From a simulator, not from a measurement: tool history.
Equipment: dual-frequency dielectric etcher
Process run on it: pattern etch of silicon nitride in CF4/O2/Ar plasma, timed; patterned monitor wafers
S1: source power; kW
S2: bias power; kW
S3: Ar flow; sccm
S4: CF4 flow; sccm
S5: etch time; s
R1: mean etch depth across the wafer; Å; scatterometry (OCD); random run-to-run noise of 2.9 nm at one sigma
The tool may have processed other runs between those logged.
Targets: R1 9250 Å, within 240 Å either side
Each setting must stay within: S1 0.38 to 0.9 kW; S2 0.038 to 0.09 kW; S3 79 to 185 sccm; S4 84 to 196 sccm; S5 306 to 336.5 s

Run 1, hour 0: S1 0.64 kW, S2 0.064 kW, S3 132 sccm, S4 140 sccm, S5 336.5 s. Result: R1 7396.4 Å.
Run 2, hour 2.5: S1 0.7 kW, S2 0.064 kW, S3 132 sccm, S4 140 sccm, S5 336.5 s. Result: R1 8137.7 Å.
Run 3, hour 3.5: S1 0.62 kW, S2 0.064 kW, S3 132 sccm, S4 140 sccm, S5 336.5 s. Result: R1 7186.9 Å.
Run 4, hour 7.9: S1 0.62 kW, S2 0.055 kW, S3 132 sccm, S4 140 sccm, S5 336.5 s. Result: R1 6879.8 Å.
Run 5, hour 10.8: S1 0.62 kW, S2 0.044 kW, S3 132 sccm, S4 140 sccm, S5 336.5 s. Result: R1 6526.2 Å.
Run 6, hour 14.4: S1 0.62 kW, S2 0.055 kW, S3 132 sccm, S4 140 sccm, S5 336.5 s. Result: R1 6887.5 Å.
Run 7, hour 19: S1 0.69 kW, S2 0.056 kW, S3 131 sccm, S4 140 sccm, S5 336.5 s. Result: R1 7798.4 Å.
Run 8, hour 19.8: S1 0.72 kW, S2 0.056 kW, S3 131 sccm, S4 140 sccm, S5 336.5 s. Result: R1 8088.1 Å.
Run 9, hour 24.4: S1 0.84 kW, S2 0.058 kW, S3 130 sccm, S4 141 sccm, S5 336.5 s. Result: R1 9627.2 Å.

4 candidate next runs follow, results not yet known. Just one meets every target within its allowed miss. Identify it.
Run A, hour 29: S1 0.87 kW, S2 0.053 kW, S3 127 sccm, S4 151 sccm, S5 336.5 s. Result: R1 ?.
Run B, hour 29: S1 0.87 kW, S2 0.059 kW, S3 124 sccm, S4 138 sccm, S5 311 s. Result: R1 ?.
Run C, hour 29: S1 0.89 kW, S2 0.072 kW, S3 110 sccm, S4 96 sccm, S5 319 s. Result: R1 ?.
Run D, hour 29: S1 0.9 kW, S2 0.05 kW, S3 124 sccm, S4 135 sccm, S5 336.5 s. Result: R1 ?.

move      R1
   A    9888
   B  9292.8
   C  9946.5
   D  9985.2
A: further off than the last run
B: every result lands within tolerance
C: further off than the last run
D: further off than the last run
The move that meets every target is B.
